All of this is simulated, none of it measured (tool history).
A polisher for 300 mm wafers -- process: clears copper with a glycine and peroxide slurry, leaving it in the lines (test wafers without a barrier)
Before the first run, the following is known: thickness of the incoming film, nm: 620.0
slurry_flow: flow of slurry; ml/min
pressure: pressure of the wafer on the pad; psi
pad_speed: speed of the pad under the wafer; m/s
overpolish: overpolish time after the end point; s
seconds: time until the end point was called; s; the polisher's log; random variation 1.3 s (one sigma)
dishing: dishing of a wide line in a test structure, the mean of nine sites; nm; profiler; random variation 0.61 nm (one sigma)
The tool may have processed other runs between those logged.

Run 1, hour 0.0: slurry_flow 220 ml/min, pressure 3.2 psi, pad_speed 0.76 m/s, overpolish 9 s. Result: seconds 143.590 s, dishing 25.040 nm.
Run 2, hour 7.0: slurry_flow 220 ml/min, pressure 3.7 psi, pad_speed 0.76 m/s, overpolish 9 s. Result: seconds 131.160 s, dishing 27.747 nm.
Run 3, hour 13.3: slurry_flow 220 ml/min, pressure 4.0 psi, pad_speed 0.80 m/s, overpolish 9 s. Result: seconds 117.990 s, dishing 30.815 nm.
Run 4, hour 21.0: slurry_flow 180 ml/min, pressure 4.0 psi, pad_speed 0.80 m/s, overpolish 9 s. Result: seconds 120.520 s, dishing 29.740 nm.
Run 5, hour 25.9: slurry_flow 180 ml/min, pressure 4.0 psi, pad_speed 0.80 m/s, overpolish 12 s. Result: seconds 119.890 s, dishing 39.822 nm.
Run 6, hour 31.9: slurry_flow 185 ml/min, pressure 4.3 psi, pad_speed 0.82 m/s, overpolish 11 s. Result: seconds 110.270 s, dishing 38.334 nm.
Run 7, hour 33.0: slurry_flow 190 ml/min, pressure 4.5 psi, pad_speed 0.84 m/s, overpolish 10 s. Result: seconds 104.800 s, dishing 36.443 nm.
Run 8, hour 35.0: slurry_flow 190 ml/min, pressure 4.6 psi, pad_speed 0.86 m/s, overpolish 10 s. Result: seconds 99.023 s, dishing 38.331 nm.

Run 9 comes next. What will it give?
Run 9, hour 43.7: slurry_flow 190 ml/min, pressure 4.7 psi, pad_speed 0.86 m/s, overpolish 10 s. Result: seconds ?, dishing ?.

{"run 9": {"seconds": 97.613, "dishing": 38.389}}

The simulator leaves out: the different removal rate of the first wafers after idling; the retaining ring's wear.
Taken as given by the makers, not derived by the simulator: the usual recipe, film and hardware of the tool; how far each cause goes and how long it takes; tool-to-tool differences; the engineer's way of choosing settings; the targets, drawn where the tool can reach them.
